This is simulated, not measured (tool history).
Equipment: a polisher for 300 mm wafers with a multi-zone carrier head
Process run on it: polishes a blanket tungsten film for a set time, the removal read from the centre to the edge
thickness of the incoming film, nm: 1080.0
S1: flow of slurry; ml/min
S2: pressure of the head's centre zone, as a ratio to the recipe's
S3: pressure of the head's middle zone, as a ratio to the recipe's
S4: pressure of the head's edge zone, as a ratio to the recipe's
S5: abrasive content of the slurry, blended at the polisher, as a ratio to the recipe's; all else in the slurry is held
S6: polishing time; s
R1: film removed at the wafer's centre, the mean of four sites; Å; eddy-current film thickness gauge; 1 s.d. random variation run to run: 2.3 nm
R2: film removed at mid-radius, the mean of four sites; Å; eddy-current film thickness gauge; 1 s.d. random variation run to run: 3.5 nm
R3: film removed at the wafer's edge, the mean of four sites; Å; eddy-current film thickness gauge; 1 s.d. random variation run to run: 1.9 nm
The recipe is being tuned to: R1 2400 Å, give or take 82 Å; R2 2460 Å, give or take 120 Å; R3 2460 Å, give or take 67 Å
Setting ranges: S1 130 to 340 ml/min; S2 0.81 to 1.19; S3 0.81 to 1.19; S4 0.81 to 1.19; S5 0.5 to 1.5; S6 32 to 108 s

run	day	S1	S2	S3	S4	S5	S6	R1	R2	R3
1	0	220	1	1	1	1	70	2924.1	2922.1	2936.4
2	0.054	215	0.99	0.99	0.98	0.95	70	2849.1	2761.3	2909.1
3	0.233	215	0.99	1.01	0.96	0.9	69	2705.7	2746.5	2755.7
4	0.542	215	0.99	1.01	0.96	0.9	77	3116.7	2996.4	3068.7
5	0.683	210	0.98	1.02	0.94	0.85	77	3008.9	2987.9	2959.4
6	1.054	205	0.96	1.01	0.92	0.8	77	2878.9	2844.5	2905.6
7	1.117	200	0.95	1.01	0.9	0.75	77	2759.6	2873.1	2749.3
8	1.45	195	0.94	0.99	0.89	0.75	77	2748.5	2816.2	2725.8
9	1.729	195	0.94	0.99	0.89	0.75	77	2719.3	2798.2	2761.6

Below are 5 possible settings for the next run. Only one of them brings all results inside the allowed miss of their targets. Which is it?
A	2.008	185	0.92	0.98	0.89	0.8	67	?	?	?
B	2.008	180	0.84	0.81	0.99	0.7	74	?	?	?
C	2.008	320	1.03	1.04	0.81	0.6	70	?	?	?
D	2.008	150	0.95	1.04	0.9	0.7	91	?	?	?
E	2.008	190	1.08	0.81	1.1	0.8	75	?	?	?

move	R1	R2	R3
A	2427.5	2356.1	2442.2
B	2412.9	2109.5	2700.7
C	2642.9	2502	2321.3
D	3055.9	3075.9	3081.4
E	3001.6	2261.2	3044.1
A: every result lands within tolerance
B: better than the last run, though not everything is in spec
C: moves the result that the last run missed by most past its target, out the other side
D: further off than the last run
E: further off than the last run
A meets every target.

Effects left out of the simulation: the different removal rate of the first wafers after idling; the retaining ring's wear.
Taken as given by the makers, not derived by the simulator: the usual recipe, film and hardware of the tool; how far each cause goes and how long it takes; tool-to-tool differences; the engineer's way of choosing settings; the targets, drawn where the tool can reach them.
